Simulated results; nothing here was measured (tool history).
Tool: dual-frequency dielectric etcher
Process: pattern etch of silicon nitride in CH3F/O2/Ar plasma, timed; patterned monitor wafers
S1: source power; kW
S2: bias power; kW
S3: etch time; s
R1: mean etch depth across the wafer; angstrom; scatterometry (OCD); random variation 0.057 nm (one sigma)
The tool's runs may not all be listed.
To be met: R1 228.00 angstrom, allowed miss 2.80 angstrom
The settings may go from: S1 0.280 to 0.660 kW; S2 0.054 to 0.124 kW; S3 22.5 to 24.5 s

{"run": 1, "hour": 0.0, "S1": 0.47, "S2": 0.089, "S3": 24.5, "R1": 207.83}
{"run": 2, "hour": 3.2, "S1": 0.49, "S2": 0.089, "S3": 24.5, "R1": 211.07}
{"run": 3, "hour": 11.5, "S1": 0.51, "S2": 0.089, "S3": 24.5, "R1": 214.6}
{"run": 4, "hour": 15.4, "S1": 0.51, "S2": 0.089, "S3": 22.5, "R1": 197.92}
{"run": 5, "hour": 19.8, "S1": 0.51, "S2": 0.103, "S3": 22.5, "R1": 206.5}
{"run": 6, "hour": 26.7, "S1": 0.54, "S2": 0.104, "S3": 22.5, "R1": 213.27}
{"run": 7, "hour": 27.5, "S1": 0.56, "S2": 0.104, "S3": 22.5, "R1": 216.36}
{"run": 8, "hour": 30.1, "S1": 0.57, "S2": 0.104, "S3": 22.5, "R1": 218.48}
{"run": 9, "hour": 33.2, "S1": 0.58, "S2": 0.104, "S3": 22.5, "R1": 219.5}

Which of these 4 next moves meets every target?
{"run": "A", "hour": 36.3, "S1": 0.53, "S2": 0.094, "S3": 23.0, "R1": "?"}
{"run": "B", "hour": 36.3, "S1": 0.62, "S2": 0.106, "S3": 23.0, "R1": "?"}
{"run": "C", "hour": 36.3, "S1": 0.59, "S2": 0.116, "S3": 22.5, "R1": "?"}
{"run": "D", "hour": 36.3, "S1": 0.63, "S2": 0.098, "S3": 22.5, "R1": "?"}

move=A R1=208.04
move=B R1=231.48
move=C R1=228.17
move=D R1=222.48
A: further off than the last run
B: takes the result that was furthest off past its target
C: meets every target
D: nearer than the last run, and not there yet
Answer: C
